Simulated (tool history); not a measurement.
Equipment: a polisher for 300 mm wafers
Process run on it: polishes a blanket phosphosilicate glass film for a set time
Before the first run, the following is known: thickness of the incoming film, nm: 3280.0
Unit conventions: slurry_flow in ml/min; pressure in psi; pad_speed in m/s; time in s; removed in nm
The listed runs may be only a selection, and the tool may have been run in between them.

run  hour  slurry_flow  pressure  pad_speed  slurry_solids  time  removed
  1   0.0          220       2.8       1.16            1.0    24   189.92
  2   8.9          220       2.7       1.16            1.0    24   183.12
  3  12.4          190       2.7       1.16            1.0    24   180.73
  4  19.2          190       2.7       1.16            1.0    21   158.18
  5  22.3          210       2.7       1.16            1.0    21   161.93
  6  28.7          205       2.6       1.16            1.0    21   156.29
  7  32.5          200       2.5       1.16            1.0    21   148.40

For run 8, what comes out?
  8  33.7          195       2.5       1.16            1.0    21        ?

{"run 8": {"removed": 148.39}}

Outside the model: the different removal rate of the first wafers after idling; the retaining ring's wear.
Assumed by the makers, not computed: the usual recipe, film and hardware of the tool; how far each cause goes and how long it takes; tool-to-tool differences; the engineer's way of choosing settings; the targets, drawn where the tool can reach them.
